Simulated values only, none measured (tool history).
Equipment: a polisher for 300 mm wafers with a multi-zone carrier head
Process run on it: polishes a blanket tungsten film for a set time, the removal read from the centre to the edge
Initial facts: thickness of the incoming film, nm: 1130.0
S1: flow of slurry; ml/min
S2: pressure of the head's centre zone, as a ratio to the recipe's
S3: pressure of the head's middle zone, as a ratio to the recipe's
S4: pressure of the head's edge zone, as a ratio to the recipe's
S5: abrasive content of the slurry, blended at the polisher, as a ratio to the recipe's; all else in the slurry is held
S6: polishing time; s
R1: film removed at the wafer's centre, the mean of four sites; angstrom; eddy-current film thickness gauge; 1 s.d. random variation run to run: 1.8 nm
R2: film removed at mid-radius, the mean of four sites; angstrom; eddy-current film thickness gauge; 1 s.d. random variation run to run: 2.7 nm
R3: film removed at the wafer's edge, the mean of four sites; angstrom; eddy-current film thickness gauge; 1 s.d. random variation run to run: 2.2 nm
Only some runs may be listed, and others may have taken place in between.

run  hour   S1    S2    S3    S4    S5  S6      R1      R2      R3
  1     0  315     1     1     1     1  43  3055.8  3482.8  3390.9
  2   0.5  290     1     1     1     1  43  2978.1  3461.9  3424.2
  3   4.2  325  0.98  0.98  0.97  0.85  38  2539.3  2909.1  2822.7
  4  12.8  325  1.02  0.98  0.97  0.85  38  2611.7  2888.5  2855.3
  5  17.1  340  1.01  0.96  0.94  0.75  36  2408.3  2683.5  2623.4
  6  22.5  340  1.01  0.88  0.94  0.75  36    2454  2554.9  2566.6

Run 7 has not been measured yet. What should we expect?
  7  23.4  330  0.93  0.83  0.84  0.5  29   ?   ?   ?

R1: 1700.4 angstrom
R2: 1867.8 angstrom
R3: 1859.8 angstrom
